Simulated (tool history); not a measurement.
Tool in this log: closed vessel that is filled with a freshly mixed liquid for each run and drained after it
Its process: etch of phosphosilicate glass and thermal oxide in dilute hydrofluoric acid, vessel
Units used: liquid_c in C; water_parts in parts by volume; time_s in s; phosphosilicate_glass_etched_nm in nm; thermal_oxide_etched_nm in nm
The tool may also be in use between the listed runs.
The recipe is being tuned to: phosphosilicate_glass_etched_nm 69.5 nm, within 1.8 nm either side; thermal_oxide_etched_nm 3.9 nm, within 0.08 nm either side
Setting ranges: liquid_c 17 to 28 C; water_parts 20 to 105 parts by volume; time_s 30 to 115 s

run  hour  liquid_c  water_parts  time_s  phosphosilicate_glass_etched_nm  thermal_oxide_etched_nm
  1     0        20           55      60                           87.457                    5.018
  2     9        20           55      75                           111.86                   6.1555
  3  13.1        20           35      75                           179.58                   9.9521
  4  15.1        20           35      95                           223.37                   12.563
  5  22.5        20           35      75                            178.7                   10.131
  6  24.8        20           35     100                           238.87                   13.297
  7  33.4        19           50     100                           158.26                   8.7816
  8  41.2      18.5           60     100                           127.45                   6.9752
  9  48.5        18           65     100                           113.61                   6.3003
 10  56.2      17.5           70     100                           101.99                   5.7382
 11  60.9      17.5           70     100                           103.63                   5.7154
 12  67.4      17.5           75     100                           96.179                   5.2907
 13  72.2      17.5           80     100                           88.156                   4.9724
 14  79.2        17           95     100                           71.923                   4.0656
 15  84.6        17          100     100                           68.597                   3.8161

Exactly one of the 4 candidate moves below puts every result within its allowed miss. Which one?
  A    90        20           95      80                                ?                        ?
  B    90      17.5           90      85                                ?                        ?
  C    90      17.5           95      95                                ?                        ?
  D    90      17.5          105     100                                ?                        ?

move  phosphosilicate_glass_etched_nm  thermal_oxide_etched_nm
   A                           64.824                   3.6663
   B                            65.86                   3.7248
   C                           69.364                    3.923
   D                            65.37                   3.6971
A: the biggest miss grows against the last run
B: the biggest miss grows against the last run
C: all results in spec
D: the biggest miss grows against the last run
The right move is C.
